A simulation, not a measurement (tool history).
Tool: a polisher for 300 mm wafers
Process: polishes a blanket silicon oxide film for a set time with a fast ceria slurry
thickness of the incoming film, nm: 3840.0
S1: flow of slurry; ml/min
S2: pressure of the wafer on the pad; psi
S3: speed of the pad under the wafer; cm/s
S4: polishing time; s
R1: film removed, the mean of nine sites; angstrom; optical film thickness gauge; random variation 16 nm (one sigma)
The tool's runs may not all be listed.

run,day,S1,S2,S3,S4,R1
1,0.000,195,2.8,102,51,9049.6
2,0.083,195,3.0,102,51,9717.8
3,0.304,195,3.4,102,51,10629.0
4,0.608,195,3.0,102,51,9485.8
5,0.883,195,3.0,78,51,7586.4
6,1.254,200,3.2,82,51,8437.1
7,1.525,205,3.4,86,51,9284.8
8,1.688,210,3.6,90,51,10298.0
9,2.012,215,3.7,92,51,10709.0
10,2.392,215,3.8,94,51,11161.0

Forecast run 11:
11,2.508,215,3.9,96,51,?

R1: 11746.0 angstrom

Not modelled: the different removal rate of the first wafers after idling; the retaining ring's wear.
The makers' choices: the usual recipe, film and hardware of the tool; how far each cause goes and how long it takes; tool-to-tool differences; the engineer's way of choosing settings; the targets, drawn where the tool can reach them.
